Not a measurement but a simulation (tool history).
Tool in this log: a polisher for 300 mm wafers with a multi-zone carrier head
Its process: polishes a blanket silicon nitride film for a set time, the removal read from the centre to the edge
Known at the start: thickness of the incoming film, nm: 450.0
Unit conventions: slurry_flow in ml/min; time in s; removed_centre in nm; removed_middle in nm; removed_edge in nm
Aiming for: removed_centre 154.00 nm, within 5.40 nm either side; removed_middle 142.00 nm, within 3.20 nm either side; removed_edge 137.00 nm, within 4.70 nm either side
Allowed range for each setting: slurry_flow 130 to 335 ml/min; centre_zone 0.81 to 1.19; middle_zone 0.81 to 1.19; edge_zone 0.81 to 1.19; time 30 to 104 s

run	day	slurry_flow	centre_zone	middle_zone	edge_zone	time	removed_centre	removed_middle	removed_edge
1	0.000	215	1.00	1.00	1.00	67	116.00	113.18	115.50
2	0.229	225	1.03	1.02	1.03	68	122.55	116.60	120.40
3	0.317	225	1.12	1.02	1.03	68	128.08	118.30	116.41
4	0.346	240	1.13	1.03	1.05	69	131.78	120.76	122.74
5	0.483	240	1.16	1.03	1.05	69	132.61	121.12	121.68
6	0.671	240	1.19	1.03	1.05	69	134.89	120.79	121.59
7	0.771	250	1.19	1.04	1.04	70	136.78	123.64	123.90
8	1.142	245	1.19	1.04	1.04	72	142.51	127.03	128.28
9	1.496	245	1.19	1.04	1.04	72	142.26	126.86	127.82
10	1.862	250	1.19	1.05	1.03	73	141.32	129.12	125.44

5 candidate next runs follow, results not yet known. Just one meets every target within its allowed miss. Identify it.
A	2.229	250	1.14	1.04	0.99	80	?	?	?
B	2.229	195	1.12	1.16	1.00	66	?	?	?
C	2.229	300	1.06	0.93	1.19	72	?	?	?
D	2.229	265	1.19	1.19	1.03	71	?	?	?
E	2.229	200	1.03	1.16	1.08	75	?	?	?

move	removed_centre	removed_middle	removed_edge
A	152.17	140.09	136.24
B	120.86	121.86	110.66
C	132.97	118.68	134.40
D	139.84	137.53	123.18
E	130.59	138.86	130.10
A: each result inside its tolerance
B: the biggest miss grows against the last run
C: the biggest miss grows against the last run
D: an improvement on the last run, though not all results are within tolerance
E: the furthest-off result lands on target, but another misses its tolerance
Answer: A
